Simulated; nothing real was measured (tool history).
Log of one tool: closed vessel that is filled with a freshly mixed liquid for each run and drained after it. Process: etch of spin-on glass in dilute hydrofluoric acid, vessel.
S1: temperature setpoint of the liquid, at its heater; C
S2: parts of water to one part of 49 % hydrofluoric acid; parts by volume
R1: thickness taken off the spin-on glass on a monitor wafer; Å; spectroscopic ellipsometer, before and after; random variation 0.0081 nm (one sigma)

run 1 hour=0 | S1=21 S2=280 time_in_the_liquid_(s)=35 | R1=27.274
run 2 hour=3.4 | S1=20 S2=315 time_in_the_liquid_(s)=35 | R1=22.761
run 3 hour=8.7 | S1=20 S2=255 time_in_the_liquid_(s)=35 | R1=29.707
run 4 hour=16.5 | S1=18.5 S2=255 time_in_the_liquid_(s)=35 | R1=28.281
run 5 hour=23.7 | S1=18 S2=300 time_in_the_liquid_(s)=35 | R1=22.654
run 6 hour=32 | S1=18 S2=215 time_in_the_liquid_(s)=35 | R1=34.136
run 7 hour=35.8 | S1=17.5 S2=270 time_in_the_liquid_(s)=35 | R1=25.415

Run 8 comes next. What will it give?
run 8 hour=40 | S1=17 S2=380 time_in_the_liquid_(s)=35 | R1=?

{"run 8": {"R1": 15.982}}
